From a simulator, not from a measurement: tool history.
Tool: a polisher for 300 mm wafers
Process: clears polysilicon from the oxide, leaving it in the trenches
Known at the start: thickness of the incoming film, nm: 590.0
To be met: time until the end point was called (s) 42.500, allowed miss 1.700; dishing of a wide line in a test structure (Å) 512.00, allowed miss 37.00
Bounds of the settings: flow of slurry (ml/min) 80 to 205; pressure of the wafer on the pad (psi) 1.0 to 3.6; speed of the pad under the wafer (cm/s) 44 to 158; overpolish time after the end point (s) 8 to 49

run  hour  flow of slurry (ml/min)  pressure of the wafer on the pad (psi)  speed of the pad under the wafer (cm/s)  overpolish time after the end point (s)  time until the end point was called (s)  dishing of a wide line in a test structure (Å)
  1   0.0                      135                                     2.3                                      100                                       25                                   59.072                                          563.12
  2   8.0                      135                                     2.4                                      100                                       22                                   55.591                                          600.80
  3  11.4                      135                                     2.4                                      100                                       12                                   55.824                                          539.61
  4  15.3                      135                                     2.4                                      102                                       11                                   55.704                                          502.58
  5  24.1                      135                                     2.4                                      102                                        8                                   55.429                                          450.55
  6  26.4                      135                                     2.5                                      102                                        9                                   52.695                                          490.57
  7  27.7                      135                                     2.6                                      102                                        9                                   50.804                                          493.35
  8  35.5                      135                                     2.7                                      102                                        9                                   49.397                                          497.17
  9  38.1                      135                                     2.8                                      102                                        9                                   47.366                                          507.98

5 next moves are on the table. One of them brings every result within its allowed miss. Which?
  A  40.7                      135                                     3.2                                       88                                        9                                        ?                                               ?
  B  40.7                      200                                     2.3                                      102                                       12                                        ?                                               ?
  C  40.7                      135                                     3.2                                      100                                       22                                        ?                                               ?
  D  40.7                      150                                     2.3                                      104                                       11                                        ?                                               ?
  E  40.7                      145                                     3.1                                      102                                        8                                        ?                                               ?

move  time until the end point was called (s)  dishing of a wide line in a test structure (Å)
   A                                   49.684                                          507.26
   B                                   56.576                                          531.44
   C                                   43.901                                          590.44
   D                                   57.495                                          516.11
   E                                   44.003                                          507.87
A: further off than the last run
B: further off than the last run
C: brings the result that was furthest off to its target, and leaves another outside
D: further off than the last run
E: meets every target
The right move is E.
